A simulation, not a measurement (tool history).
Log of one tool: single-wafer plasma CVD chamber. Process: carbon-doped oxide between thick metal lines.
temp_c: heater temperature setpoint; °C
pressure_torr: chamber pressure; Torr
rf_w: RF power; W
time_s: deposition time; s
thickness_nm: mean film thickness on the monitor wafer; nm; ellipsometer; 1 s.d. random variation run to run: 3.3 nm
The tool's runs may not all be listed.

{"run": 1, "day": 0.0, "temp_c": 360, "pressure_torr": 6.23, "rf_w": 645, "time_s": 152, "thickness_nm": 881.72}
{"run": 2, "day": 0.35, "temp_c": 360, "pressure_torr": 6.23, "rf_w": 645, "time_s": 157, "thickness_nm": 903.48}
{"run": 3, "day": 0.692, "temp_c": 359, "pressure_torr": 6.33, "rf_w": 660, "time_s": 157, "thickness_nm": 920.42}
{"run": 4, "day": 0.742, "temp_c": 358, "pressure_torr": 6.39, "rf_w": 675, "time_s": 157, "thickness_nm": 931.22}
{"run": 5, "day": 0.862, "temp_c": 358, "pressure_torr": 6.39, "rf_w": 675, "time_s": 157, "thickness_nm": 935.32}
{"run": 6, "day": 1.188, "temp_c": 357, "pressure_torr": 6.44, "rf_w": 690, "time_s": 157, "thickness_nm": 946.74}
{"run": 7, "day": 1.262, "temp_c": 357, "pressure_torr": 6.48, "rf_w": 700, "time_s": 157, "thickness_nm": 951.84}
{"run": 8, "day": 1.521, "temp_c": 357, "pressure_torr": 6.52, "rf_w": 710, "time_s": 157, "thickness_nm": 958.8}
{"run": 9, "day": 1.738, "temp_c": 357, "pressure_torr": 6.56, "rf_w": 720, "time_s": 157, "thickness_nm": 967.9}

Run 10 has not been measured yet. What should we expect?
{"run": 10, "day": 2.096, "temp_c": 357, "pressure_torr": 6.59, "rf_w": 730, "time_s": 157, "thickness_nm": "?"}

{"run 10": {"thickness_nm": 972.59}}

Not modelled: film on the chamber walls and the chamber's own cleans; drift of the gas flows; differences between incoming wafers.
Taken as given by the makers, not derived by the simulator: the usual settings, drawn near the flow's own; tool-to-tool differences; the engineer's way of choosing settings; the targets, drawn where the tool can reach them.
